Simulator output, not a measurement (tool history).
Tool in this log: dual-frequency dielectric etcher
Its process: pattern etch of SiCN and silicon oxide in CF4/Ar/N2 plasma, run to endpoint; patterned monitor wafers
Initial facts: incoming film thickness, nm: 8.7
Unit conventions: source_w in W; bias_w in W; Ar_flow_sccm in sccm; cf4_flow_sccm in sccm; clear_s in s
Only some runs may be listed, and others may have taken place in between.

run	hour	source_w	bias_w	Ar_flow_sccm	cf4_flow_sccm	clear_s
1	0.0	340	64	80	59	12.252
2	2.4	340	68	80	59	12.015
3	3.8	340	68	80	63	11.927
4	10.3	340	58	80	63	12.572
# hour 18.8: source power generator calibrated
5	18.8	340	58	80	57	13.196
6	25.3	340	58	80	52	13.462
7	29.4	350	58	80	52	12.923

Run 8, settings as shown, results not yet in. Your forecast:
8	32.4	360	58	80	52	?

Run 8 measured clear_s 12.599 s.
